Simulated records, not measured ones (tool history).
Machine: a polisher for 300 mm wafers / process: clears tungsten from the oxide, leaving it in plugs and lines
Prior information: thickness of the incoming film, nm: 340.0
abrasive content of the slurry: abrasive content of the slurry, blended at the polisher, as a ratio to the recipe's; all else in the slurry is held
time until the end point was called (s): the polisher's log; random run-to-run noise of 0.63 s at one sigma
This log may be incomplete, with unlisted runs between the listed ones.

run,day,flow of slurry (ml/min),pressure of the wafer on the pad (kPa),speed of the pad under the wafer (cm/s),abrasive content of the slurry,overpolish time after the end point (s),time until the end point was called (s)
1,0.000,265,28.3,140,1.0,10,56.566
2,0.212,290,28.3,140,1.0,10,55.066
3,0.442,290,28.3,140,1.0,10,55.291
4,0.729,290,28.3,112,1.0,10,64.509
5,0.838,290,29.6,112,1.0,10,62.940
6,0.925,290,23.4,112,1.0,10,81.347
7,1.146,290,31.0,120,1.0,10,55.953
8,1.212,290,31.7,120,1.0,10,55.601

Run 9 has not been measured yet. What should we expect?
9,1.458,290,32.4,120,1.0,10,?

time until the end point was called (s): 53.905

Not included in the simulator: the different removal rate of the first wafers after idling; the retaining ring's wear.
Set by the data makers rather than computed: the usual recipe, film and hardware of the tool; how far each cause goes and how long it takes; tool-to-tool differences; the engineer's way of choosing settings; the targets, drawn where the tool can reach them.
